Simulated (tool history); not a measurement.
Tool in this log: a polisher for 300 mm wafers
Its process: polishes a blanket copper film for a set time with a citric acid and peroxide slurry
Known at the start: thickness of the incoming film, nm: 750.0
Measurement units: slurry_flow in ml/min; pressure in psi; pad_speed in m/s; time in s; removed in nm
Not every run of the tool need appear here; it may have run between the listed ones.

run 1 hour=0 | slurry_flow=310 pressure=2.9 pad_speed=0.94 slurry_solids=1 time=39 | removed=78.445
run 2 hour=7.2 | slurry_flow=310 pressure=2.9 pad_speed=0.94 slurry_solids=1 time=39 | removed=79.059
run 3 hour=11 | slurry_flow=310 pressure=2.9 pad_speed=0.94 slurry_solids=1 time=35 | removed=70.725
run 4 hour=15.4 | slurry_flow=310 pressure=3.1 pad_speed=0.94 slurry_solids=1 time=35 | removed=75.4
run 5 hour=18.8 | slurry_flow=310 pressure=3.5 pad_speed=0.94 slurry_solids=1 time=35 | removed=82.298
run 6 hour=21.7 | slurry_flow=310 pressure=3.5 pad_speed=0.94 slurry_solids=1.2 time=35 | removed=86.858
run 7 hour=23.3 | slurry_flow=310 pressure=3.6 pad_speed=0.96 slurry_solids=1.2 time=35 | removed=91.588
run 8 hour=26.5 | slurry_flow=310 pressure=3.7 pad_speed=0.98 slurry_solids=1.2 time=35 | removed=95.097
run 9 hour=33.3 | slurry_flow=310 pressure=3.7 pad_speed=0.98 slurry_solids=1.2 time=35 | removed=95.654

Run 10 comes next. What will it give?
run 10 hour=40.4 | slurry_flow=310 pressure=3.8 pad_speed=0.98 slurry_solids=1.2 time=35 | removed=?

removed: 99.927 nm

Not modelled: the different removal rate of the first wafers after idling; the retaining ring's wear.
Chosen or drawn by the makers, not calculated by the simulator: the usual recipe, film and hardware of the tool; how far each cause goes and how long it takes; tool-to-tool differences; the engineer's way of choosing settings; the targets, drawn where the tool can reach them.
